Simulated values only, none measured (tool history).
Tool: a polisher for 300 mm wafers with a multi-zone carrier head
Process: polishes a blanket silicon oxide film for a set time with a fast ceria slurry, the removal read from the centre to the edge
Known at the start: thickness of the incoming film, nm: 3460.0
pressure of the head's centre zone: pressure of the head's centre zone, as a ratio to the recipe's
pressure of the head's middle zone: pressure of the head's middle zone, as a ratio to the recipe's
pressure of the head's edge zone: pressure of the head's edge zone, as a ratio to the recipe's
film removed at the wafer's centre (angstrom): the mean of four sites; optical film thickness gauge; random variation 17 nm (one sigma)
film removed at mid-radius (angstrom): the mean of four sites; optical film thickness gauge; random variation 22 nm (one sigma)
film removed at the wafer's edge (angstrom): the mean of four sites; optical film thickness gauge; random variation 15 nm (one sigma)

run  hour  flow of slurry (ml/min)  pressure of the head's centre zone  pressure of the head's middle zone  pressure of the head's edge zone  polishing time (s)  film removed at the wafer's centre (angstrom)  film removed at mid-radius (angstrom)  film removed at the wafer's edge (angstrom)
  1     0                      305                                   1                                   1                                 1                  62                                          10337                                 9630.2                                        10269
  2     6                      310                                1.01                                1.03                                 1                  65                                          11230                                  10924                                        10821
  3   7.5                      310                                1.02                                1.04                              1.02                  67                                          11348                                  10893                                        11193
  4  10.7                      315                                1.03                                1.05                              1.02                  69                                          11947                                  11613                                        11519
     12.4  -- worn pad replaced by a new one
  5  12.4                      315                                1.03                                1.05                              0.98                  69                                          13054                                  13018                                        12030
  6  17.2                      315                                1.03                                1.04                              0.98                  70                                          13269                                  12664                                        12079

Run 7 comes next. What will it give?
  7  24.7                      315                                1.02                                1.04                              0.98                  71                                              ?                                      ?                                            ?

film removed at the wafer's centre (angstrom): 13196
film removed at mid-radius (angstrom): 12692
film removed at the wafer's edge (angstrom): 12356

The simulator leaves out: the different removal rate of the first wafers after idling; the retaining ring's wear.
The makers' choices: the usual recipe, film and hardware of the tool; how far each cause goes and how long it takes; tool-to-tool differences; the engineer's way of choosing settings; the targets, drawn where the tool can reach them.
